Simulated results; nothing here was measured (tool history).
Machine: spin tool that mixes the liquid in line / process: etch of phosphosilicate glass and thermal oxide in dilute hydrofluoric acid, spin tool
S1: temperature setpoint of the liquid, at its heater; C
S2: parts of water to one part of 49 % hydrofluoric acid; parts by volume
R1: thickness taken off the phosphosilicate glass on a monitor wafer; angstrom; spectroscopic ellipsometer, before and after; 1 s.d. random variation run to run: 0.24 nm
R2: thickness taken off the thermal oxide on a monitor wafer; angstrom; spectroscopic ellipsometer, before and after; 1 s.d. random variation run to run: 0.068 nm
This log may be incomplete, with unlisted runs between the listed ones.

run 1 hour=0.0 | S1=22.0 S2=245 time_under_the_liquid_(s)=30 | R1=153.99 R2=4.4274
run 2 hour=8.1 | S1=20.0 S2=245 time_under_the_liquid_(s)=30 | R1=142.89 R2=4.2923
run 3 hour=14.5 | S1=20.0 S2=175 time_under_the_liquid_(s)=30 | R1=214.09 R2=6.1642
run 4 hour=21.9 | S1=20.0 S2=235 time_under_the_liquid_(s)=30 | R1=149.00 R2=3.9755
run 5 hour=25.5 | S1=23.0 S2=235 time_under_the_liquid_(s)=30 | R1=167.99 R2=5.2881
run 6 hour=29.9 | S1=23.0 S2=205 time_under_the_liquid_(s)=30 | R1=200.50 R2=4.8335
run 7 hour=32.4 | S1=23.0 S2=185 time_under_the_liquid_(s)=30 | R1=225.68 R2=5.9944
run 8 hour=41.2 | S1=24.5 S2=180 time_under_the_liquid_(s)=30 | R1=245.25 R2=6.6037

The next listed run, before its measurement:
run 9 hour=44.5 | S1=26.0 S2=175 time_under_the_liquid_(s)=30 | R1=? R2=?

Run 9 measured R1 270.01 angstrom, R2 8.4632 angstrom.

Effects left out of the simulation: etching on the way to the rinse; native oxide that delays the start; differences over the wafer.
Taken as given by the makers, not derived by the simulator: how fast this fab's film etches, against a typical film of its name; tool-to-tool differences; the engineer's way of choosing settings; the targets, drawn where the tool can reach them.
